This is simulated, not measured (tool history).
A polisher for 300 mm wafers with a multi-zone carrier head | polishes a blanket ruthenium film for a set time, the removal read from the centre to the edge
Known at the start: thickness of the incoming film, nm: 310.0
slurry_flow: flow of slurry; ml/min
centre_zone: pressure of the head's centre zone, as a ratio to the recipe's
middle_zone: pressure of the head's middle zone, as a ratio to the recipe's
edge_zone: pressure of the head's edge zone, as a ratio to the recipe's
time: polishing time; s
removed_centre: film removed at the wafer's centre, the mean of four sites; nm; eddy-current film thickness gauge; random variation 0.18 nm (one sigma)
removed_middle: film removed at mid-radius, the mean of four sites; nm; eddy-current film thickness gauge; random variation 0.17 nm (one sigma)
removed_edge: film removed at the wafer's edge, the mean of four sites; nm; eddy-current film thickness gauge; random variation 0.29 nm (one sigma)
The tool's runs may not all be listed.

Run 1, hour 0: slurry_flow 230 ml/min, centre_zone 1, middle_zone 1, edge_zone 1, time 80 s. Result: removed_centre 43.323 nm, removed_middle 43.085 nm, removed_edge 44.246 nm.
Run 2, hour 8.2: slurry_flow 230 ml/min, centre_zone 1, middle_zone 1, edge_zone 0.95, time 80 s. Result: removed_centre 43.102 nm, removed_middle 43.028 nm, removed_edge 42.738 nm.
Run 3, hour 15.7: slurry_flow 215 ml/min, centre_zone 0.97, middle_zone 0.96, edge_zone 0.96, time 75 s. Result: removed_centre 38.497 nm, removed_middle 38.692 nm, removed_edge 40.002 nm.
Run 4, hour 18.9: slurry_flow 215 ml/min, centre_zone 0.97, middle_zone 0.96, edge_zone 1.02, time 75 s. Result: removed_centre 39.116 nm, removed_middle 38.794 nm, removed_edge 41.879 nm.
Run 5, hour 24.4: slurry_flow 215 ml/min, centre_zone 1.01, middle_zone 0.96, edge_zone 1.02, time 75 s. Result: removed_centre 40.252 nm, removed_middle 38.984 nm, removed_edge 41.235 nm.
Run 6, hour 27: slurry_flow 165 ml/min, centre_zone 1.01, middle_zone 0.96, edge_zone 1.02, time 75 s. Result: removed_centre 38.748 nm, removed_middle 37.85 nm, removed_edge 40.431 nm.
Run 7, hour 30.8: slurry_flow 165 ml/min, centre_zone 0.99, middle_zone 0.93, edge_zone 1.02, time 71 s. Result: removed_centre 35.862 nm, removed_middle 34.713 nm, removed_edge 37.82 nm.
Run 8, hour 36.1: slurry_flow 165 ml/min, centre_zone 0.97, middle_zone 0.9, edge_zone 1.03, time 68 s. Result: removed_centre 33.786 nm, removed_middle 32.071 nm, removed_edge 36.072 nm.
Run 9, hour 39.3: slurry_flow 165 ml/min, centre_zone 0.94, middle_zone 0.88, edge_zone 1.03, time 67 s. Result: removed_centre 32.364 nm, removed_middle 31.042 nm, removed_edge 36.518 nm.
Run 10, hour 47.8: slurry_flow 165 ml/min, centre_zone 0.94, middle_zone 0.88, edge_zone 1.03, time 67 s. Result: removed_centre 32.003 nm, removed_middle 31.253 nm, removed_edge 36.023 nm.
Run 11, hour 53.6: slurry_flow 165 ml/min, centre_zone 0.93, middle_zone 0.86, edge_zone 1.03, time 65 s. Result: removed_centre 30.891 nm, removed_middle 29.878 nm, removed_edge 35.165 nm.
Run 12, hour 59.1: slurry_flow 160 ml/min, centre_zone 0.92, middle_zone 0.85, edge_zone 1.03, time 64 s. Result: removed_centre 29.983 nm, removed_middle 28.783 nm, removed_edge 34.831 nm.
Run 13, hour 64.3: slurry_flow 160 ml/min, centre_zone 0.91, middle_zone 0.84, edge_zone 1.01, time 63 s. Result: removed_centre 29.36 nm, removed_middle 28.282 nm, removed_edge 33.658 nm.
Run 14, hour 71.2: slurry_flow 155 ml/min, centre_zone 0.91, middle_zone 0.83, edge_zone 1.01, time 63 s. Result: removed_centre 28.878 nm, removed_middle 27.589 nm, removed_edge 33.931 nm.
Run 15, hour 77.5: slurry_flow 155 ml/min, centre_zone 0.91, middle_zone 0.83, edge_zone 1, time 63 s. Result: removed_centre 28.993 nm, removed_middle 27.635 nm, removed_edge 33.122 nm.

The next listed run, before its measurement:
Run 16, hour 78.9: slurry_flow 150 ml/min, centre_zone 0.9, middle_zone 0.83, edge_zone 1, time 63 s. Result: removed_centre ?, removed_middle ?, removed_edge ?.

removed_centre: 28.586 nm
removed_middle: 27.511 nm
removed_edge: 33.397 nm

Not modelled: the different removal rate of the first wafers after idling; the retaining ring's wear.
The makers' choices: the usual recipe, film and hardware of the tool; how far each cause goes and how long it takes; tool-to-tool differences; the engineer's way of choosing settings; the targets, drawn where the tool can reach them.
